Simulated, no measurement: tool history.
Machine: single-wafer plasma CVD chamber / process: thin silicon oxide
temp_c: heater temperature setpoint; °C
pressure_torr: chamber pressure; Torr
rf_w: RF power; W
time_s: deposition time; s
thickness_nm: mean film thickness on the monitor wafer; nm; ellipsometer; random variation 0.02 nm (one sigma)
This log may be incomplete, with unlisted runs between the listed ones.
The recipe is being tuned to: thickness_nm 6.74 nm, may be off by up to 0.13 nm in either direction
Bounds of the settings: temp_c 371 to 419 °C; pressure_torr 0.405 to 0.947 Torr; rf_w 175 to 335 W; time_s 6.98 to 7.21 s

run 1 day=0 | temp_c=395 pressure_torr=0.676 rf_w=255 time_s=6.98 | thickness_nm=9.3988
run 2 day=0.025 | temp_c=395 pressure_torr=0.631 rf_w=255 time_s=6.98 | thickness_nm=8.7414
run 3 day=0.212 | temp_c=395 pressure_torr=0.596 rf_w=255 time_s=6.98 | thickness_nm=8.2905
run 4 day=0.279 | temp_c=395 pressure_torr=0.568 rf_w=255 time_s=6.98 | thickness_nm=7.8917
run 5 day=0.417 | temp_c=404 pressure_torr=0.568 rf_w=255 time_s=6.98 | thickness_nm=7.8991
run 6 day=0.508 | temp_c=404 pressure_torr=0.547 rf_w=255 time_s=6.98 | thickness_nm=7.5728
run 7 day=0.546 | temp_c=404 pressure_torr=0.532 rf_w=255 time_s=6.98 | thickness_nm=7.3927
run 8 day=0.825 | temp_c=404 pressure_torr=0.463 rf_w=255 time_s=6.98 | thickness_nm=6.4271
run 9 day=1.017 | temp_c=404 pressure_torr=0.468 rf_w=255 time_s=6.98 | thickness_nm=6.4615
run 10 day=1.254 | temp_c=404 pressure_torr=0.473 rf_w=255 time_s=6.98 | thickness_nm=6.5483
run 11 day=1.462 | temp_c=404 pressure_torr=0.476 rf_w=255 time_s=6.98 | thickness_nm=6.5889

Exactly one of the 4 candidate moves below puts every result within its allowed miss. Which one?
run A day=1.671 | temp_c=405 pressure_torr=0.459 rf_w=250 time_s=7.1 | thickness_nm=?
run B day=1.671 | temp_c=407 pressure_torr=0.489 rf_w=255 time_s=6.98 | thickness_nm=?
run C day=1.671 | temp_c=394 pressure_torr=0.48 rf_w=230 time_s=7.21 | thickness_nm=?
run D day=1.671 | temp_c=407 pressure_torr=0.464 rf_w=255 time_s=6.98 | thickness_nm=?

move=A thickness_nm=6.4289
move=B thickness_nm=6.7815
move=C thickness_nm=6.5879
move=D thickness_nm=6.4401
A: its largest miss is bigger than the last run's
B: all results land within tolerance of their targets
C: no nearer and no further than the last run
D: its largest miss is bigger than the last run's
So the answer is move B, the one that meets all the targets.
